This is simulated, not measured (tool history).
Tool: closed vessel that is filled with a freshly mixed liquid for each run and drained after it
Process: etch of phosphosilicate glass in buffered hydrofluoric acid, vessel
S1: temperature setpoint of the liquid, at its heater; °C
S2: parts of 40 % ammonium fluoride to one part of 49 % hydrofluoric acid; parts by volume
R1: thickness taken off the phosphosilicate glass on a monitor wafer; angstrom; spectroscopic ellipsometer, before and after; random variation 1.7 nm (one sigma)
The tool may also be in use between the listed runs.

run 1 hour=0.0 | S1=23.0 S2=22.0 time_in_the_liquid_(s)=95 | R1=3453.5
run 2 hour=2.3 | S1=23.0 S2=16.0 time_in_the_liquid_(s)=95 | R1=4633.3
run 3 hour=5.8 | S1=25.0 S2=16.0 time_in_the_liquid_(s)=95 | R1=5151.6
run 4 hour=15.1 | S1=24.0 S2=16.5 time_in_the_liquid_(s)=95 | R1=4647.6
run 5 hour=23.3 | S1=24.0 S2=16.5 time_in_the_liquid_(s)=95 | R1=4698.6
run 6 hour=31.0 | S1=23.0 S2=17.0 time_in_the_liquid_(s)=95 | R1=4255.2

Run 7 comes next. What will it give?
run 7 hour=34.4 | S1=22.5 S2=17.0 time_in_the_liquid_(s)=95 | R1=?

Run 7 gave R1 4201.5 angstrom.

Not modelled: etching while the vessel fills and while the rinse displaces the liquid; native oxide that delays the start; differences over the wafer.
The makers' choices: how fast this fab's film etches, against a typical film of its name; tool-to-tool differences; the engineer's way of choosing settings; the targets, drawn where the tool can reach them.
